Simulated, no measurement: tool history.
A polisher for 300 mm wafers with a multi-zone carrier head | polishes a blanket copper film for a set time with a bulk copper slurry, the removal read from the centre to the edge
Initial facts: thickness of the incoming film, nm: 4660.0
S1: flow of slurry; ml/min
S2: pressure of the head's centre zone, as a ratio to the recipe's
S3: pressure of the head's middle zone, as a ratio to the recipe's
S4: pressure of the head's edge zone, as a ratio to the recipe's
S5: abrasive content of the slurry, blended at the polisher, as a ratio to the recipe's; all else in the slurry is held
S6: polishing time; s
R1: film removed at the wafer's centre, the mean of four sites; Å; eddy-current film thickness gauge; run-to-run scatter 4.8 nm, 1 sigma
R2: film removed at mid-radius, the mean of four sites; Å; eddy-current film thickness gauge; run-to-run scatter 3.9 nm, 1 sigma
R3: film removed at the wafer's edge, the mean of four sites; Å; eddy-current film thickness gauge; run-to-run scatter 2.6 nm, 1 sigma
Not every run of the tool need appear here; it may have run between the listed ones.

| run | hour | S1 | S2 | S3 | S4 | S5 | S6 | R1 | R2 | R3 |
|---|---|---|---|---|---|---|---|---|---|---|
| 1 | 0 | 170 | 1 | 1 | 1 | 1 | 66 | 4415.4 | 4403.9 | 4290.2 |
| 2 | 2.5 | 160 | 1 | 0.98 | 0.98 | 0.95 | 66 | 4306.5 | 4402.9 | 4253.9 |
| 3 | 10 | 160 | 1.01 | 0.96 | 0.98 | 0.9 | 65 | 4320.9 | 4169.7 | 4191.6 |
| 4 | 16.7 | 155 | 1.01 | 0.95 | 0.97 | 0.85 | 65 | 4296.3 | 4039 | 4083.4 |
| 5 | 21.5 | 150 | 1 | 0.95 | 0.96 | 0.85 | 65 | 4160.1 | 4070.3 | 4122.3 |
| 6 | 28.9 | 145 | 1.01 | 0.95 | 0.95 | 0.8 | 65 | 4240.1 | 3973.8 | 4000.5 |

For run 7, what comes out?
| 7 | 35.4 | 140 | 1 | 0.95 | 0.95 | 0.8 | 65 | ? | ? | ? |

Run 7 gave R1 4144 Å, R2 4008.7 Å, R3 4001.2 Å.

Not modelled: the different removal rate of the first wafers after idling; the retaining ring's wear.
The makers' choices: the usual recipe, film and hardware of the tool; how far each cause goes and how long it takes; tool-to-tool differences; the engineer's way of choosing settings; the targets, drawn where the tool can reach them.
